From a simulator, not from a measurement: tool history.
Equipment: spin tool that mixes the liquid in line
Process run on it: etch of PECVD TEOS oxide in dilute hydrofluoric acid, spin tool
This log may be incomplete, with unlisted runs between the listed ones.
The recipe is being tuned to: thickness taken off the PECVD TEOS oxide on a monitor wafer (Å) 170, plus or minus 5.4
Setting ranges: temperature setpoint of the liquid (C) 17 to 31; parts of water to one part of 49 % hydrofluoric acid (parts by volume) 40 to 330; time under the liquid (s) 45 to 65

| run | hour | temperature setpoint of the liquid (C) | parts of water to one part of 49 % hydrofluoric acid (parts by volume) | time under the liquid (s) | thickness taken off the PECVD TEOS oxide on a monitor wafer (Å) |
|---|---|---|---|---|---|
| 1 | 0 | 23 | 185 | 65 | 90.37 |
| 2 | 7.2 | 23 | 125 | 65 | 143.1 |
| 3 | 8.4 | 24 | 125 | 65 | 148.38 |
| 4 | 10.3 | 24.5 | 125 | 65 | 150.51 |
| 5 | 18.4 | 25 | 125 | 65 | 153.99 |
| 6 | 19.1 | 25.5 | 125 | 65 | 158.08 |
| 7 | 26.1 | 26 | 125 | 65 | 159.98 |
| 8 | 32.4 | 26 | 125 | 65 | 159.46 |
| 9 | 33.6 | 26.5 | 125 | 65 | 162.4 |

Next run, 4 choices. One meets every target within its allowed miss, the rest don't. Which?
| A | 34.8 | 28.5 | 120 | 65 | ? |
| B | 34.8 | 27.5 | 115 | 65 | ? |
| C | 34.8 | 26.5 | 120 | 65 | ? |
| D | 34.8 | 28 | 105 | 45 | ? |

| move | thickness taken off the PECVD TEOS oxide on a monitor wafer (Å) |
|---|---|
| A | 181.83 |
| B | 183.93 |
| C | 168.6 |
| D | 144.02 |
A: takes the biggest miss from the last run beyond its target
B: takes the biggest miss from the last run beyond its target
C: hits every target within its allowed miss
D: further off than the last run
Correct choice: C, which meets every target
